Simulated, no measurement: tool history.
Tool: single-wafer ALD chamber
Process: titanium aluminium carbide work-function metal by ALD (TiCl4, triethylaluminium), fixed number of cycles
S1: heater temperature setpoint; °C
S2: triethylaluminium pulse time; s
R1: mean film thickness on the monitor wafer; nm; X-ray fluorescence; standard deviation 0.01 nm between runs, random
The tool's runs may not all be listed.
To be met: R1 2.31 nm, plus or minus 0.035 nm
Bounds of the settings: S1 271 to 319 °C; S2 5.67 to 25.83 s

run 1 day=0 | S1=295 S2=15.75 | R1=2.1306
run 2 day=0.162 | S1=289 S2=15.75 | R1=2.0831
run 3 day=0.338 | S1=298 S2=15.75 | R1=2.169
run 4 day=0.646 | S1=291 S2=15.75 | R1=2.0985
run 5 day=1.012 | S1=291 S2=19.46 | R1=2.1091
run 6 day=1.35 | S1=298 S2=19.46 | R1=2.1639
run 7 day=1.588 | S1=301 S2=19.52 | R1=2.1986
run 8 day=1.65 | S1=303 S2=19.6 | R1=2.2221
run 9 day=1.675 | S1=305 S2=19.66 | R1=2.2398
run 10 day=2.033 | S1=306 S2=19.71 | R1=2.2383

Which single option among these 4 for the next run brings every result within its allowed miss of target? Just one does.
run A day=2.392 | S1=301 S2=18.41 | R1=?
run B day=2.392 | S1=296 S2=19.35 | R1=?
run C day=2.392 | S1=312 S2=19.23 | R1=?
run D day=2.392 | S1=296 S2=23.53 | R1=?

move=A R1=2.2001
move=B R1=2.1497
move=C R1=2.3149
move=D R1=2.1512
A: the biggest miss grows against the last run
B: the biggest miss grows against the last run
C: hits every target within its allowed miss
D: the biggest miss grows against the last run
So the answer is move C, the one that meets all the targets.

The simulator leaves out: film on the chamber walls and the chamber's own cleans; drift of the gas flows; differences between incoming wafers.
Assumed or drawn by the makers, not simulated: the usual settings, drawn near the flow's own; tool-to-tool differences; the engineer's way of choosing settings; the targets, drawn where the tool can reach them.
